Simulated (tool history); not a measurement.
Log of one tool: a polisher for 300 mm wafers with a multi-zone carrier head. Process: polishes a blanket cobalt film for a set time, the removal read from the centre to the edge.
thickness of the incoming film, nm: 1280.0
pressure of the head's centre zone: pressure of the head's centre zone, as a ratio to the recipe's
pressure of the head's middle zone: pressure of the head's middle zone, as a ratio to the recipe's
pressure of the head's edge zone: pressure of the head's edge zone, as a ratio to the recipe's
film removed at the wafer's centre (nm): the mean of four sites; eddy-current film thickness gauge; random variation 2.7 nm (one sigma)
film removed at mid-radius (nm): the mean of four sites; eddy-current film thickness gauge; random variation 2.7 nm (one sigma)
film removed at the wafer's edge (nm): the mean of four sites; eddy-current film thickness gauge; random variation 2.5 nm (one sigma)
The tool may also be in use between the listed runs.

run,hour,flow of slurry (ml/min),pressure of the head's centre zone,pressure of the head's middle zone,pressure of the head's edge zone,polishing time (s),film removed at the wafer's centre (nm),film removed at mid-radius (nm),film removed at the wafer's edge (nm)
1,0.0,135,1.00,1.00,1.00,86,384.99,384.96,388.79
2,1.6,130,0.98,0.99,0.98,79,334.57,346.43,351.45
3,3.8,130,0.98,0.99,0.95,79,336.84,346.63,349.47
4,11.1,130,0.98,0.99,0.94,73,307.38,312.42,311.32
# hour 19.9: edge zone pressure recalibrated
5,19.9,130,0.92,0.99,0.94,73,286.52,318.66,307.80
6,27.8,130,0.91,0.97,0.92,70,276.12,298.31,287.19
7,35.1,125,0.89,0.95,0.91,69,269.04,279.76,280.83
8,38.5,120,0.88,0.95,0.90,67,251.81,276.87,269.11

The next listed run, before its measurement:
9,46.7,100,0.89,0.85,0.83,57,?,?,?

{"run 9": {"film removed at the wafer's centre (nm)": 207.03, "film removed at mid-radius (nm)": 208.65, "film removed at the wafer's edge (nm)": 216.48}}

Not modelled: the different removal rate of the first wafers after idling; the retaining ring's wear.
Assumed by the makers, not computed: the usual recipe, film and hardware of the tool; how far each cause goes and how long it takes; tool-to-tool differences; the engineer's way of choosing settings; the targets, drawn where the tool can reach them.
